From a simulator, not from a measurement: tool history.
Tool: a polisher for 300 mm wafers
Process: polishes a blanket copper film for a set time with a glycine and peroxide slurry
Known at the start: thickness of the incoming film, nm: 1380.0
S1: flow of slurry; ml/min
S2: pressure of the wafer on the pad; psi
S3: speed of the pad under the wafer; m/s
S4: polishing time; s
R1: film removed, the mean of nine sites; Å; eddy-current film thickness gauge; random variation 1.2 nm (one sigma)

Run 1, hour 0: S1 255 ml/min, S2 2.2 psi, S3 0.78 m/s, S4 61 s. Result: R1 1825.5 Å.
Run 2, hour 3.3: S1 220 ml/min, S2 2.2 psi, S3 0.78 m/s, S4 61 s. Result: R1 1836 Å.
Run 3, hour 4.4: S1 220 ml/min, S2 2 psi, S3 0.78 m/s, S4 61 s. Result: R1 1688.2 Å.
Run 4, hour 12.9: S1 220 ml/min, S2 2.3 psi, S3 0.78 m/s, S4 61 s. Result: R1 1885 Å.
Run 5, hour 20.9: S1 220 ml/min, S2 2.1 psi, S3 0.78 m/s, S4 61 s. Result: R1 1758.6 Å.
Run 6, hour 23.5: S1 260 ml/min, S2 2.1 psi, S3 0.78 m/s, S4 61 s. Result: R1 1795.5 Å.

Run 7 comes next. What will it give?
Run 7, hour 31.3: S1 255 ml/min, S2 1.9 psi, S3 0.78 m/s, S4 61 s. Result: R1 ?.

R1: 1681.2 Å

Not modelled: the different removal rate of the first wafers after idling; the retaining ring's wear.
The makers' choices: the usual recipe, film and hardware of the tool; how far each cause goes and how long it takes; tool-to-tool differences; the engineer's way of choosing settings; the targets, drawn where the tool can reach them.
